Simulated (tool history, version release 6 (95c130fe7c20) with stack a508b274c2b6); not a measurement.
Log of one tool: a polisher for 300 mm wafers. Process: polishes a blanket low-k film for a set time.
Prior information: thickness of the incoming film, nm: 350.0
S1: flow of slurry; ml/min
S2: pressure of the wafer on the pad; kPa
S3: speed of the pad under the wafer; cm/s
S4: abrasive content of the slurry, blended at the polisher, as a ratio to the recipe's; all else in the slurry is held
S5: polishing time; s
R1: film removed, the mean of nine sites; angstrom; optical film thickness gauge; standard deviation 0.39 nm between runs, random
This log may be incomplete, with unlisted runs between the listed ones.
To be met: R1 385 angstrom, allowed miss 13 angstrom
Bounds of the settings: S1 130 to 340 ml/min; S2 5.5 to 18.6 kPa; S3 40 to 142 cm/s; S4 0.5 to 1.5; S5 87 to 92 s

run	day	S1	S2	S3	S4	S5	R1
1	0	220	11.7	90	1	87	314.01
2	0.333	220	11.7	74	1	87	268.68
3	0.562	220	13.1	74	1	87	291.26
4	0.842	245	13.1	74	1	87	301.84
5	0.938	255	13.8	74	1	87	310.04
6	1.3	255	13.8	74	1	92	326.63
7	1.588	255	14.5	74	1	92	341.72
8	1.875	255	15.2	74	1	92	351.74

Exercise: of the 4 proposed moves below, exactly one satisfies all targets within the stated allowed misses. Which move is it?
A	2.162	220	17.2	64	0.95	87	?
B	2.162	290	17.2	62	1.25	92	?
C	2.162	240	14.5	74	1.05	92	?
D	2.162	300	15.2	72	1	87	?

move	R1
A	321.21
B	391.17
C	352.94
D	338.35
A: lands further from the targets than the last run did
B: every result within its allowed miss
C: no nearer and no further than the last run
D: lands further from the targets than the last run did
The move that meets every target is B.
